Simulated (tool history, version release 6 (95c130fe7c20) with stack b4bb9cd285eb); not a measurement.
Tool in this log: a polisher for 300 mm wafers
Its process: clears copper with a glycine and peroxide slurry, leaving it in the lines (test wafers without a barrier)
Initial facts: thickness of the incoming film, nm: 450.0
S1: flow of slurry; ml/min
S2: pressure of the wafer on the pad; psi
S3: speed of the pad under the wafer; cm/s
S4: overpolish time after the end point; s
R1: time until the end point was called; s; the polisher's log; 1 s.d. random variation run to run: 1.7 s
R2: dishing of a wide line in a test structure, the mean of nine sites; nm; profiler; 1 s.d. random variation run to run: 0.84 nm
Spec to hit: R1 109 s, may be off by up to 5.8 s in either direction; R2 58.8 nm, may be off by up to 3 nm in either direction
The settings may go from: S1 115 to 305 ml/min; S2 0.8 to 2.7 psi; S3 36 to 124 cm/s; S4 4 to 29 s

{"run": 1, "hour": 0.0, "S1": 195, "S2": 1.7, "S3": 80, "S4": 15, "R1": 168.62, "R2": 27.644}
{"run": 2, "hour": 3.2, "S1": 195, "S2": 1.8, "S3": 84, "S4": 16, "R1": 157.71, "R2": 30.903}
{"run": 3, "hour": 4.1, "S1": 195, "S2": 1.9, "S3": 86, "S4": 17, "R1": 151.08, "R2": 34.147}
{"run": 4, "hour": 10.6, "S1": 195, "S2": 2, "S3": 88, "S4": 18, "R1": 143.74, "R2": 36.57}
{"run": 5, "hour": 17.2, "S1": 195, "S2": 2.4, "S3": 88, "S4": 18, "R1": 134.3, "R2": 40.415}
{"run": 6, "hour": 21.2, "S1": 195, "S2": 2.4, "S3": 92, "S4": 19, "R1": 128.97, "R2": 42.369}
{"run": 7, "hour": 27.9, "S1": 195, "S2": 2.5, "S3": 94, "S4": 20, "R1": 120.05, "R2": 45.907}
{"run": 8, "hour": 34.8, "S1": 195, "S2": 2.5, "S3": 94, "S4": 21, "R1": 123.63, "R2": 47.774}
{"run": 9, "hour": 41.0, "S1": 195, "S2": 2.5, "S3": 96, "S4": 21, "R1": 116.61, "R2": 49.725}
{"run": 10, "hour": 42.8, "S1": 195, "S2": 2.6, "S3": 96, "S4": 22, "R1": 115.14, "R2": 50.502}
{"run": 11, "hour": 46.8, "S1": 195, "S2": 2.6, "S3": 96, "S4": 23, "R1": 114.68, "R2": 54.204}

Which one of the following 5 next-run settings gets every result inside its allowed miss? There is exactly one.
{"run": "A", "hour": 50.8, "S1": 180, "S2": 2.7, "S3": 104, "S4": 19, "R1": "?", "R2": "?"}
{"run": "B", "hour": 50.8, "S1": 185, "S2": 2.4, "S3": 90, "S4": 29, "R1": "?", "R2": "?"}
{"run": "C", "hour": 50.8, "S1": 205, "S2": 2.5, "S3": 106, "S4": 25, "R1": "?", "R2": "?"}
{"run": "D", "hour": 50.8, "S1": 200, "S2": 2.7, "S3": 100, "S4": 29, "R1": "?", "R2": "?"}
{"run": "E", "hour": 50.8, "S1": 205, "S2": 2.5, "S3": 96, "S4": 27, "R1": "?", "R2": "?"}

move=A R1=106.46 R2=49.303
move=B R1=127.61 R2=58.911
move=C R1=108.14 R2=59.383
move=D R1=108.39 R2=66.223
move=E R1=116.97 R2=59.561
A: moves away from the targets compared with the last run
B: puts the biggest miss on target and leaves a different result outside tolerance
C: every result lands within tolerance
D: carries the result that was furthest off beyond its target, to the other side
E: puts the biggest miss on target and leaves a different result outside tolerance
Go with C: it meets all targets.
